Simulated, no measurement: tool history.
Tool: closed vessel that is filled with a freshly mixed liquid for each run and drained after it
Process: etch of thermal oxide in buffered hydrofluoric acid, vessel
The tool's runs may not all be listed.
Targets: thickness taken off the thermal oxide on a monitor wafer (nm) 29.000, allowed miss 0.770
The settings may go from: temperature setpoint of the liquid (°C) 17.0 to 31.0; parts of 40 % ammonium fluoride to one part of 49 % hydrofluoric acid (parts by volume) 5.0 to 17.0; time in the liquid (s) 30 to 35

run	hour	temperature setpoint of the liquid (°C)	parts of 40 % ammonium fluoride to one part of 49 % hydrofluoric acid (parts by volume)	time in the liquid (s)	thickness taken off the thermal oxide on a monitor wafer (nm)
1	0.0	23.0	10.5	35	37.870
2	2.3	21.5	10.5	35	34.486
3	10.1	21.5	10.5	35	34.687
4	14.7	21.5	8.5	35	40.957
5	21.0	19.5	8.5	35	36.772
6	21.9	22.0	8.5	35	42.244
7	24.2	20.5	9.0	35	36.574
8	31.1	19.5	9.0	35	34.602
9	40.0	18.5	9.0	35	32.879
10	47.2	18.0	9.0	35	31.782
11	55.1	17.5	9.0	35	30.834
12	58.7	17.0	9.0	35	29.930

4 next moves are on the table. One of them brings every result within its allowed miss. Which?
A	62.3	18.5	9.5	35	?
B	62.3	17.0	9.5	35	?
C	62.3	17.5	9.0	35	?
D	62.3	19.5	8.5	30	?

move	thickness taken off the thermal oxide on a monitor wafer (nm)
A	31.394
B	28.829
C	30.690
D	31.342
A: further off than the last run
B: meets every target
C: further off than the last run
D: further off than the last run
The right move is B.

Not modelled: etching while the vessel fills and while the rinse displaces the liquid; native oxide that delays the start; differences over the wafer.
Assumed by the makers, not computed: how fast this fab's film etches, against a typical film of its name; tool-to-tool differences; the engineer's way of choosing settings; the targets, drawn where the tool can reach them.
